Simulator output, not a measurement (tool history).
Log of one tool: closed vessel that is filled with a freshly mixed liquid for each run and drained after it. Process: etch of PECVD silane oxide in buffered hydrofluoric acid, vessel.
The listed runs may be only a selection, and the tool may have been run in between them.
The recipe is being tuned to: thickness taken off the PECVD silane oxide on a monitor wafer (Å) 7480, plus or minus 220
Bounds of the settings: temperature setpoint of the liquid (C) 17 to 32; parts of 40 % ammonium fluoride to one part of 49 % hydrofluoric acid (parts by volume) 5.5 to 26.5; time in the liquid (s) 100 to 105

| run | hour | temperature setpoint of the liquid (C) | parts of 40 % ammonium fluoride to one part of 49 % hydrofluoric acid (parts by volume) | time in the liquid (s) | thickness taken off the PECVD silane oxide on a monitor wafer (Å) |
|---|---|---|---|---|---|
| 1 | 0 | 24 | 16 | 100 | 3254 |
| 2 | 6 | 26.5 | 14 | 100 | 4219.6 |
| 3 | 7.5 | 26.5 | 12 | 100 | 4865 |
| 4 | 14.6 | 30 | 12 | 100 | 5926.7 |
| 5 | 17.4 | 30.5 | 11.5 | 100 | 6288.1 |
| 6 | 19.1 | 31 | 11 | 100 | 6860.6 |
| 7 | 22.6 | 31.5 | 11 | 100 | 6880.1 |
| 8 | 31 | 31.5 | 10.5 | 100 | 7249 |

Exactly one of the 4 candidate moves below puts every result within its allowed miss. Which one?
| A | 39.4 | 30.5 | 9.5 | 100 | ? |
| B | 39.4 | 32 | 12 | 105 | ? |
| C | 39.4 | 30 | 10.5 | 105 | ? |
| D | 39.4 | 31 | 11.5 | 105 | ? |

| move | thickness taken off the PECVD silane oxide on a monitor wafer (Å) |
|---|---|
| A | 7518.8 |
| B | 6921.8 |
| C | 7102.1 |
| D | 6849.4 |
A: in spec on every target
B: the biggest miss grows against the last run
C: the biggest miss grows against the last run
D: the biggest miss grows against the last run
Correct choice: A, which meets every target
